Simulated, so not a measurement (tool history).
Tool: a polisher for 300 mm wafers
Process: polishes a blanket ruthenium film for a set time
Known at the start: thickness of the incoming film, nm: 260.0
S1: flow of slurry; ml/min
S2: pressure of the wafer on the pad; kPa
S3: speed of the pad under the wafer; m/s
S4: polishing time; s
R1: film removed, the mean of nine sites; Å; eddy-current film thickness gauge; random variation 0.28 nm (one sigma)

run	day	S1	S2	S3	S4	R1
1	0	250	13.8	0.94	56	597.98
2	0.162	245	13.1	0.94	56	563.14
3	0.229	245	13.1	0.84	56	527.89
4	0.404	200	13.1	0.84	56	522.31
5	0.725	200	10.3	0.84	56	415.56
6	0.958	200	6.9	0.84	56	284.24
7	1.283	200	7.6	0.84	56	311.18
8	1.642	200	8.3	0.84	56	334.92
9	1.7	200	9	0.84	56	360.45
10	2.017	200	9.7	0.84	56	387.52
11	2.129	200	9.7	0.84	56	389.5
12	2.3	195	9.7	0.84	56	387.55
13	2.342	190	9.7	0.84	56	383.76
14	2.583	190	9.7	0.84	56	391
15	2.842	185	9.7	0.84	56	386.83
16	2.896	175	10.3	0.84	56	416.1

Forecast run 17:
17	2.983	170	10.3	0.84	56	?

Run 17 gave R1 407.8 Å.

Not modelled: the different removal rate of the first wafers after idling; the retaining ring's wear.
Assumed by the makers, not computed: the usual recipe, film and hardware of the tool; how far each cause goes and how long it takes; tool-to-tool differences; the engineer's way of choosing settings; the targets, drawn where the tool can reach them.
